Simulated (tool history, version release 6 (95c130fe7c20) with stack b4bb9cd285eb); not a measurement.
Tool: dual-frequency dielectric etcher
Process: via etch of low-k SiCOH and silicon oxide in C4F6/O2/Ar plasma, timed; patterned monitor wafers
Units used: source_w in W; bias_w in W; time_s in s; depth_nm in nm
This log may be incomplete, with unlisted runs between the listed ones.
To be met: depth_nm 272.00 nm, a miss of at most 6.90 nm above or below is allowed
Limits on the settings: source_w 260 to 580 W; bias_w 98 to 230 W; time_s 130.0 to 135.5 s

run	hour	source_w	bias_w	time_s	depth_nm
1	0.0	420	164	130.0	326.33
2	5.0	400	159	130.0	315.08
3	12.7	400	179	130.0	323.91
4	20.5	400	165	130.0	319.55
5	28.0	440	165	130.0	339.57
6	33.3	440	189	130.0	351.57
7	39.3	410	186	130.0	336.36
8	41.4	390	183	130.0	322.39
9	50.4	390	183	130.0	317.86
10	56.9	310	151	130.0	262.20

Pick the move, out of 5, that brings all results within their allowed miss; only one does.
A	63.4	290	141	133.5	?
B	63.4	270	206	131.0	?
C	63.4	290	153	131.5	?
D	63.4	310	154	134.5	?
E	63.4	310	123	131.5	?

move	depth_nm
A	249.93
B	252.80
C	250.86
D	271.38
E	252.45
A: the biggest miss grows against the last run
B: the biggest miss grows against the last run
C: the biggest miss grows against the last run
D: hits every target within its allowed miss
E: the biggest miss grows against the last run
The right move is D.
